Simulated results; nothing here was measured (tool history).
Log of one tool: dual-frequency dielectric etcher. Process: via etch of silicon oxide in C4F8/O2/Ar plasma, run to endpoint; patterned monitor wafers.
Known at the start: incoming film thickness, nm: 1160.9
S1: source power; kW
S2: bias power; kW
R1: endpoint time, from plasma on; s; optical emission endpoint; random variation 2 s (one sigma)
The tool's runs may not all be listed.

Run 1, hour 0.0: S1 1.890 kW, S2 2.613 kW. Result: R1 208.93 s.
Run 2, hour 8.7: S1 1.890 kW, S2 2.894 kW. Result: R1 201.27 s.
Run 3, hour 16.0: S1 1.790 kW, S2 2.818 kW. Result: R1 205.70 s.
Run 4, hour 23.5: S1 1.710 kW, S2 2.710 kW. Result: R1 210.97 s.
Run 5, hour 25.7: S1 1.710 kW, S2 2.875 kW. Result: R1 210.47 s.
Run 6, hour 33.2: S1 1.550 kW, S2 2.875 kW. Result: R1 212.94 s.
Run 7, hour 39.6: S1 1.550 kW, S2 2.875 kW. Result: R1 212.59 s.

Run 8 comes next. What will it give?
Run 8, hour 44.1: S1 1.490 kW, S2 2.769 kW. Result: R1 ?.

Run 8 gave R1 219.94 s.

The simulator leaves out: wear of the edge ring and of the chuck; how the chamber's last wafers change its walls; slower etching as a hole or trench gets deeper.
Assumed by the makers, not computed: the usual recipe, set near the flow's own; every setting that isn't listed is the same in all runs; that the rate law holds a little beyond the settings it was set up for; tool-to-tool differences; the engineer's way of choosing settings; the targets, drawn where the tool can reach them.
